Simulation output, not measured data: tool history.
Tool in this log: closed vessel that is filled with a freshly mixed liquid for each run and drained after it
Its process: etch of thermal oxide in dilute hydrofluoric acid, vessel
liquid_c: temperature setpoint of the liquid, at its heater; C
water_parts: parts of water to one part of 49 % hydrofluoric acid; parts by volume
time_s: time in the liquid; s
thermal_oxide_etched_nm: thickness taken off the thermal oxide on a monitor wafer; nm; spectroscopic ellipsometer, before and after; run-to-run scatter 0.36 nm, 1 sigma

run	hour	liquid_c	water_parts	time_s	thermal_oxide_etched_nm
1	0	25	210	1060	21.571
2	2.2	26	205	1060	22.428
3	10.7	28.5	205	1060	24.278
4	16.5	29	200	1060	25.781
5	20.9	25.5	200	1060	23.207
6	26.4	26.5	195	1060	24.813

What will run 7 give?
7	31	27	190	1060	?

{"run 7": {"thermal_oxide_etched_nm": 25.808}}
